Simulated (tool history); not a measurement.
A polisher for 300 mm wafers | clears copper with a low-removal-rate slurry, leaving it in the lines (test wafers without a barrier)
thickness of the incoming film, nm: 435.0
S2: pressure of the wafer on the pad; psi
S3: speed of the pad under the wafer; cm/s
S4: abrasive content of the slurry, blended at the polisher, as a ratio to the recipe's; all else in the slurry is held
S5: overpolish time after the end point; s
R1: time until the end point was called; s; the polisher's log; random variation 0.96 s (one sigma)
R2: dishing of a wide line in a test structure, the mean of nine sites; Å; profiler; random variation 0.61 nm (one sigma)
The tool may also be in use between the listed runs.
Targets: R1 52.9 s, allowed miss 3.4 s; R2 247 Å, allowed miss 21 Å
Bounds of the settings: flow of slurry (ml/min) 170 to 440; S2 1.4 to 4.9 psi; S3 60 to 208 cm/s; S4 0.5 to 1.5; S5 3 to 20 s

{"run": 1, "hour": 0.0, "flow of slurry (ml/min)": 280, "S2": 3.1, "S3": 134, "S4": 1, "S5": 10, "R1": 86.179, "R2": 297.21}
{"run": 2, "hour": 2.6, "flow of slurry (ml/min)": 280, "S2": 3.1, "S3": 134, "S4": 1, "S5": 8, "R1": 88.413, "R2": 243.54}
{"run": 3, "hour": 6.4, "flow of slurry (ml/min)": 280, "S2": 3.1, "S3": 134, "S4": 1.15, "S5": 8, "R1": 85.981, "R2": 237.1}
{"run": 4, "hour": 8.2, "flow of slurry (ml/min)": 280, "S2": 3.1, "S3": 134, "S4": 1.15, "S5": 9, "R1": 84.654, "R2": 268.33}
{"run": 5, "hour": 12.9, "flow of slurry (ml/min)": 280, "S2": 3.1, "S3": 156, "S4": 1.15, "S5": 9, "R1": 71.531, "R2": 308.73}
{"run": 6, "hour": 18.8, "flow of slurry (ml/min)": 230, "S2": 3.1, "S3": 156, "S4": 1.15, "S5": 9, "R1": 76.974, "R2": 297.77}
{"run": 7, "hour": 25.4, "flow of slurry (ml/min)": 250, "S2": 3.2, "S3": 156, "S4": 1.15, "S5": 8, "R1": 70.609, "R2": 276.91}
{"run": 8, "hour": 28.8, "flow of slurry (ml/min)": 260, "S2": 3.3, "S3": 156, "S4": 1.15, "S5": 8, "R1": 71.818, "R2": 277.19}
{"run": 9, "hour": 31.4, "flow of slurry (ml/min)": 270, "S2": 3.5, "S3": 156, "S4": 1.15, "S5": 8, "R1": 66.354, "R2": 299.19}
{"run": 10, "hour": 34.5, "flow of slurry (ml/min)": 270, "S2": 3.5, "S3": 156, "S4": 1.15, "S5": 8, "R1": 67.238, "R2": 298.93}
{"run": 11, "hour": 42.8, "flow of slurry (ml/min)": 280, "S2": 3.6, "S3": 158, "S4": 1.15, "S5": 7, "R1": 64.152, "R2": 263.53}
{"run": 12, "hour": 44.8, "flow of slurry (ml/min)": 280, "S2": 3.6, "S3": 158, "S4": 1.15, "S5": 7, "R1": 66.078, "R2": 276.51}
{"run": 13, "hour": 45.6, "flow of slurry (ml/min)": 285, "S2": 3.7, "S3": 160, "S4": 1.15, "S5": 6, "R1": 63.17, "R2": 255}
{"run": 14, "hour": 53.6, "flow of slurry (ml/min)": 290, "S2": 3.8, "S3": 160, "S4": 1.15, "S5": 6, "R1": 59.778, "R2": 252.9}
{"run": 15, "hour": 57.7, "flow of slurry (ml/min)": 295, "S2": 3.9, "S3": 160, "S4": 1.15, "S5": 6, "R1": 58.936, "R2": 264.29}
{"run": 16, "hour": 65.0, "flow of slurry (ml/min)": 295, "S2": 4, "S3": 160, "S4": 1.15, "S5": 6, "R1": 58.294, "R2": 268.28}
{"run": 17, "hour": 70.6, "flow of slurry (ml/min)": 295, "S2": 4.3, "S3": 162, "S4": 1.15, "S5": 4, "R1": 52.746, "R2": 197.31}
{"run": 18, "hour": 76.9, "flow of slurry (ml/min)": 300, "S2": 4.3, "S3": 164, "S4": 1.15, "S5": 4, "R1": 53.807, "R2": 207}

5 next moves are on the table. One of them brings every result within its allowed miss. Which?
{"run": "A", "hour": 83.2, "flow of slurry (ml/min)": 215, "S2": 4.4, "S3": 138, "S4": 1.25, "S5": 6, "R1": "?", "R2": "?"}
{"run": "B", "hour": 83.2, "flow of slurry (ml/min)": 195, "S2": 4.6, "S3": 178, "S4": 0.95, "S5": 3, "R1": "?", "R2": "?"}
{"run": "C", "hour": 83.2, "flow of slurry (ml/min)": 290, "S2": 4, "S3": 170, "S4": 1.25, "S5": 5, "R1": "?", "R2": "?"}
{"run": "D", "hour": 83.2, "flow of slurry (ml/min)": 330, "S2": 3.7, "S3": 158, "S4": 1.3, "S5": 7, "R1": "?", "R2": "?"}
{"run": "E", "hour": 83.2, "flow of slurry (ml/min)": 280, "S2": 4.2, "S3": 152, "S4": 1.1, "S5": 7, "R1": "?", "R2": "?"}

move=A R1=63.179 R2=249.18
move=B R1=50.291 R2=165.2
move=C R1=53.964 R2=243.45
move=D R1=60.758 R2=291.95
move=E R1=59.154 R2=299.5
A: brings the result that was furthest off to its target, and leaves another outside
B: further off than the last run
C: meets every target
D: takes the result that was furthest off past its target
E: takes the result that was furthest off past its target
Answer: C
